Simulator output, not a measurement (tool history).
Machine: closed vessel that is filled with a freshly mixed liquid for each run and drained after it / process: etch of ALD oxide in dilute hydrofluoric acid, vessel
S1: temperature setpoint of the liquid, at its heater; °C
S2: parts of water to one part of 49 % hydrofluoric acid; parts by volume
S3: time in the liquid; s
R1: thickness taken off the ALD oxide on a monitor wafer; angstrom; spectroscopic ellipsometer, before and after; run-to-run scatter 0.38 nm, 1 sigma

run 1 hour=0 | S1=21 S2=165 S3=865 | R1=837.95
run 2 hour=3.9 | S1=20 S2=170 S3=865 | R1=775.92
run 3 hour=6.5 | S1=20 S2=170 S3=865 | R1=778.59
run 4 hour=13.5 | S1=19 S2=170 S3=865 | R1=735.01
run 5 hour=18 | S1=19 S2=170 S3=865 | R1=748.37
run 6 hour=26.1 | S1=18.5 S2=170 S3=865 | R1=730.06
run 7 hour=31.4 | S1=18 S2=170 S3=865 | R1=710.95
run 8 hour=40.3 | S1=18 S2=170 S3=865 | R1=713.39

The next listed run, before its measurement:
run 9 hour=42.6 | S1=17.5 S2=170 S3=865 | R1=?

{"run 9": {"R1": 700.19}}
